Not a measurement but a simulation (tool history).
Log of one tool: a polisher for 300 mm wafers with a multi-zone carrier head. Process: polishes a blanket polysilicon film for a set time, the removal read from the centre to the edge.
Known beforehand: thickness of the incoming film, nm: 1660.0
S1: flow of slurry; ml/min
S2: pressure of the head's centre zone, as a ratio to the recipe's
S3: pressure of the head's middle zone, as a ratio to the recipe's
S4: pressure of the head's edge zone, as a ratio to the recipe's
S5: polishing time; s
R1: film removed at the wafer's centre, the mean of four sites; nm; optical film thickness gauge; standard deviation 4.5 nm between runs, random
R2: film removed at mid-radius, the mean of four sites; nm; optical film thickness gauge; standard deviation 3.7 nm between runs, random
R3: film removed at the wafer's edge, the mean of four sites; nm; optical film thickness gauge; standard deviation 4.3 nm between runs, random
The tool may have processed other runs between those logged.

run,hour,S1,S2,S3,S4,S5,R1,R2,R3
1,0.0,260,1.00,1.00,1.00,68,402.48,412.73,408.00
2,8.4,260,0.95,1.00,1.00,68,389.69,410.93,423.61
3,11.9,260,0.95,1.00,1.06,68,402.63,424.95,407.61
4,14.3,260,0.96,0.98,1.06,66,381.62,398.79,407.98
5,18.5,260,0.99,0.98,1.06,64,387.83,392.41,398.84
6,19.1,260,0.99,0.98,1.02,64,387.50,387.53,380.43
7,24.4,260,0.99,0.96,1.01,63,379.04,375.37,383.51
8,31.3,260,1.00,0.95,1.01,61,360.85,358.41,374.18

The next listed run, before its measurement:
9,32.8,260,1.02,0.95,1.01,59,?,?,?

R1: 363.03 nm
R2: 349.05 nm
R3: 362.56 nm
